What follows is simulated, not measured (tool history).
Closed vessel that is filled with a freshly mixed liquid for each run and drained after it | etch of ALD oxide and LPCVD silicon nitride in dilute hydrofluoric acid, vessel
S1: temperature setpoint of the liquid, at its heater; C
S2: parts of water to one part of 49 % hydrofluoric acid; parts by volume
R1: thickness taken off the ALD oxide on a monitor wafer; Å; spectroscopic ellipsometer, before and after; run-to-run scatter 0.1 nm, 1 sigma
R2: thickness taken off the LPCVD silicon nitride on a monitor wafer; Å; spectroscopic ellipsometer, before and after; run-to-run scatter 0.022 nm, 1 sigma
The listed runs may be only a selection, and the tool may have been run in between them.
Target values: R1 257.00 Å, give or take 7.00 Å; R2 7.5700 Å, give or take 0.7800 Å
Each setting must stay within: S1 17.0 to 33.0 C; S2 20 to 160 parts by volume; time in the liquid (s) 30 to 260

{"run": 1, "day": 0.0, "S1": 25.0, "S2": 90, "time in the liquid (s)": 130, "R1": 278.63, "R2": 6.7368}
{"run": 2, "day": 0.283, "S1": 22.0, "S2": 90, "time in the liquid (s)": 130, "R1": 247.79, "R2": 5.9922}
{"run": 3, "day": 0.621, "S1": 25.0, "S2": 90, "time in the liquid (s)": 130, "R1": 281.07, "R2": 7.3365}
{"run": 4, "day": 0.729, "S1": 28.0, "S2": 90, "time in the liquid (s)": 130, "R1": 316.31, "R2": 8.629}
{"run": 5, "day": 0.954, "S1": 28.0, "S2": 95, "time in the liquid (s)": 130, "R1": 293.84, "R2": 8.0012}
{"run": 6, "day": 1.229, "S1": 28.0, "S2": 95, "time in the liquid (s)": 155, "R1": 354.33, "R2": 9.9487}
{"run": 7, "day": 1.517, "S1": 27.5, "S2": 100, "time in the liquid (s)": 155, "R1": 326.27, "R2": 8.8325}
{"run": 8, "day": 1.733, "S1": 27.5, "S2": 105, "time in the liquid (s)": 155, "R1": 307.44, "R2": 8.507}
{"run": 9, "day": 2.0, "S1": 27.5, "S2": 110, "time in the liquid (s)": 155, "R1": 292.55, "R2": 8.1149}
{"run": 10, "day": 2.321, "S1": 27.5, "S2": 115, "time in the liquid (s)": 155, "R1": 279.02, "R2": 7.6992}
{"day": 2.525, "done": "hydrofluoric acid flow meter replaced"}
{"run": 11, "day": 2.525, "S1": 28.0, "S2": 120, "time in the liquid (s)": 155, "R1": 289.97, "R2": 8.0547}

Next run, 5 choices. One meets every target within its allowed miss, the rest don't. Which?
{"run": "A", "day": 2.729, "S1": 22.0, "S2": 105, "time in the liquid (s)": 140, "R1": "?", "R2": "?"}
{"run": "B", "day": 2.729, "S1": 23.5, "S2": 115, "time in the liquid (s)": 145, "R1": "?", "R2": "?"}
{"run": "C", "day": 2.729, "S1": 28.0, "S2": 140, "time in the liquid (s)": 165, "R1": "?", "R2": "?"}
{"run": "D", "day": 2.729, "S1": 18.5, "S2": 95, "time in the liquid (s)": 200, "R1": "?", "R2": "?"}
{"run": "E", "day": 2.729, "S1": 31.0, "S2": 150, "time in the liquid (s)": 150, "R1": "?", "R2": "?"}

move=A R1=240.58 R2=5.7066
move=B R1=238.68 R2=5.9694
move=C R1=256.91 R2=7.4549
move=D R1=332.83 R2=7.0869
move=E R1=239.90 R2=7.6037
A: the result that was furthest off in the last run now lies on the other side of its target
B: the result that was furthest off in the last run now lies on the other side of its target
C: in spec on every target
D: moves away from the targets compared with the last run
E: the result that was furthest off in the last run now lies on the other side of its target
Move C is the one to make.
